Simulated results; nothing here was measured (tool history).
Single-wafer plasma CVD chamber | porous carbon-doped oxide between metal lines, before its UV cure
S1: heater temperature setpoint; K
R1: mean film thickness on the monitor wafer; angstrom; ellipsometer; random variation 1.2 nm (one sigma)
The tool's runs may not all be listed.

{"run": 1, "hour": 0.0, "S1": 593.15, "RF power (W)": 615, "deposition time (s)": 34.8, "R1": 1892.1}
{"run": 2, "hour": 5.2, "S1": 589.15, "RF power (W)": 625, "deposition time (s)": 34.8, "R1": 1964.7}
{"run": 3, "hour": 7.4, "S1": 589.15, "RF power (W)": 625, "deposition time (s)": 33.1, "R1": 1862.6}
{"run": 4, "hour": 14.3, "S1": 586.15, "RF power (W)": 640, "deposition time (s)": 33.2, "R1": 1910.8}
{"run": 5, "hour": 14.8, "S1": 593.15, "RF power (W)": 640, "deposition time (s)": 33.2, "R1": 1831.7}
{"run": 6, "hour": 20.2, "S1": 593.15, "RF power (W)": 695, "deposition time (s)": 33.2, "R1": 1951.3}
{"run": 7, "hour": 26.6, "S1": 590.15, "RF power (W)": 700, "deposition time (s)": 33.2, "R1": 1983.4}

Forecast run 8:
{"run": 8, "hour": 32.4, "S1": 587.15, "RF power (W)": 705, "deposition time (s)": 33.2, "R1": "?"}

R1: 2029.8 angstrom

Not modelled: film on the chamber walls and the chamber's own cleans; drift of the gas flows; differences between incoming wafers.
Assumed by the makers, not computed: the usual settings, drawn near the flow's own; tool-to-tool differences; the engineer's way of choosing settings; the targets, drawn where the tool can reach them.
